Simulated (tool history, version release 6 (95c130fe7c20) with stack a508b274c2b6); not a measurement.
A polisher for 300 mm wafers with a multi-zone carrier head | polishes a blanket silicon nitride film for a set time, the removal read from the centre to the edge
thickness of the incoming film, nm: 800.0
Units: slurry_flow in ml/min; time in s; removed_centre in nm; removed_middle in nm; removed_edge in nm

{"run": 1, "day": 0.0, "slurry_flow": 315, "centre_zone": 1.0, "middle_zone": 1.0, "edge_zone": 1.0, "time": 84, "removed_centre": 130.35, "removed_middle": 129.57, "removed_edge": 124.18}
{"run": 2, "day": 0.083, "slurry_flow": 315, "centre_zone": 0.98, "middle_zone": 0.98, "edge_zone": 0.98, "time": 81, "removed_centre": 121.73, "removed_middle": 124.03, "removed_edge": 121.49}
{"run": 3, "day": 0.188, "slurry_flow": 315, "centre_zone": 0.98, "middle_zone": 0.98, "edge_zone": 0.97, "time": 77, "removed_centre": 119.11, "removed_middle": 116.42, "removed_edge": 112.94}
{"run": 4, "day": 0.533, "slurry_flow": 315, "centre_zone": 0.9, "middle_zone": 0.98, "edge_zone": 0.97, "time": 77, "removed_centre": 109.12, "removed_middle": 115.95, "removed_edge": 115.17}
{"run": 5, "day": 0.708, "slurry_flow": 315, "centre_zone": 0.9, "middle_zone": 0.98, "edge_zone": 0.96, "time": 75, "removed_centre": 105.21, "removed_middle": 113.79, "removed_edge": 107.48}
{"run": 6, "day": 0.996, "slurry_flow": 315, "centre_zone": 0.89, "middle_zone": 0.96, "edge_zone": 0.95, "time": 74, "removed_centre": 105.37, "removed_middle": 109.35, "removed_edge": 109.49}
{"run": 7, "day": 1.062, "slurry_flow": 315, "centre_zone": 0.88, "middle_zone": 0.96, "edge_zone": 0.94, "time": 73, "removed_centre": 103.18, "removed_middle": 108.53, "removed_edge": 105.38}

Run 8 comes next. What will it give?
{"run": 8, "day": 1.171, "slurry_flow": 315, "centre_zone": 0.87, "middle_zone": 0.95, "edge_zone": 0.93, "time": 72, "removed_centre": "?", "removed_middle": "?", "removed_edge": "?"}

Run 8 gave removed_centre 102.25 nm, removed_middle 109.10 nm, removed_edge 100.60 nm.
